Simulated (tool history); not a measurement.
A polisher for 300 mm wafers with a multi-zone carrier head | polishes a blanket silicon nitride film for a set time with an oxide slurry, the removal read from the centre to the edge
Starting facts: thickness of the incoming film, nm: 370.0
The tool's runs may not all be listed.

run,day,flow of slurry (ml/min),pressure of the head's centre zone,pressure of the head's middle zone,pressure of the head's edge zone,abrasive content of the slurry,polishing time (s),film removed at the wafer's centre (Å),film removed at mid-radius (Å),film removed at the wafer's edge (Å)
1,0,255,1,1,1,1,57,332.97,341.66,330.37
2,0.246,245,0.95,0.99,0.99,0.85,56,285.48,294.9,291.12
3,0.429,230,0.91,1.01,1.01,0.8,56,260.31,282.92,279.65
4,0.475,230,0.91,0.96,1.01,0.8,56,252.77,275.85,277.25
5,0.783,230,0.91,0.96,1.01,0.9,56,278.12,300.79,297.33
6,0.946,220,0.88,0.99,1.02,0.8,56,248.05,281.49,275.54
7,1.242,210,0.86,0.99,1.02,0.75,56,227.5,261.21,263.49
8,1.458,200,0.85,1.01,1.01,0.75,56,223.81,272.19,260.7
9,1.512,195,0.84,0.99,1,0.75,56,220.52,263.09,261.64
10,1.825,195,0.84,1,0.99,0.7,56,208.37,250.31,244.02
11,1.896,185,0.84,1,0.99,0.7,56,211.05,251.05,242.39

What will run 12 give?
12,2.146,180,0.83,1,0.99,0.7,56,?,?,?

{"run 12": {"film removed at the wafer's centre (Å)": 208.34, "film removed at mid-radius (Å)": 248.67, "film removed at the wafer's edge (Å)": 241.31}}
